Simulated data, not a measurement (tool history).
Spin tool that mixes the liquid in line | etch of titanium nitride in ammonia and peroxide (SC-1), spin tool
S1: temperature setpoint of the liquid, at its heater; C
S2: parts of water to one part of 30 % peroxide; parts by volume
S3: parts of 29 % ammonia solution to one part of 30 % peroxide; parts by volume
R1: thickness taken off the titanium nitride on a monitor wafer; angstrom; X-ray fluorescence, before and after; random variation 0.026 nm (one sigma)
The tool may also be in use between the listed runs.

{"run": 1, "hour": 0.0, "S1": 51.0, "S2": 9, "S3": 0.75, "time under the liquid (s)": 300, "R1": 131.95}
{"run": 2, "hour": 6.8, "S1": 51.0, "S2": 7, "S3": 0.75, "time under the liquid (s)": 300, "R1": 149.24}
{"run": 3, "hour": 11.0, "S1": 51.0, "S2": 7, "S3": 0.75, "time under the liquid (s)": 320, "R1": 158.25}
{"run": 4, "hour": 12.2, "S1": 47.0, "S2": 8, "S3": 0.75, "time under the liquid (s)": 320, "R1": 112.95}
{"run": 5, "hour": 14.1, "S1": 47.0, "S2": 8, "S3": 0.9, "time under the liquid (s)": 320, "R1": 116.28}
{"run": 6, "hour": 20.9, "S1": 47.0, "S2": 11, "S3": 0.9, "time under the liquid (s)": 320, "R1": 98.5}
{"run": 7, "hour": 29.1, "S1": 47.0, "S2": 11, "S3": 0.9, "time under the liquid (s)": 320, "R1": 97.525}
{"run": 8, "hour": 31.4, "S1": 44.5, "S2": 11, "S3": 0.9, "time under the liquid (s)": 320, "R1": 82.313}

Forecast run 9:
{"run": 9, "hour": 33.1, "S1": 43.0, "S2": 11, "S3": 0.9, "time under the liquid (s)": 320, "R1": "?"}

Run 9 gave R1 73.536 angstrom.
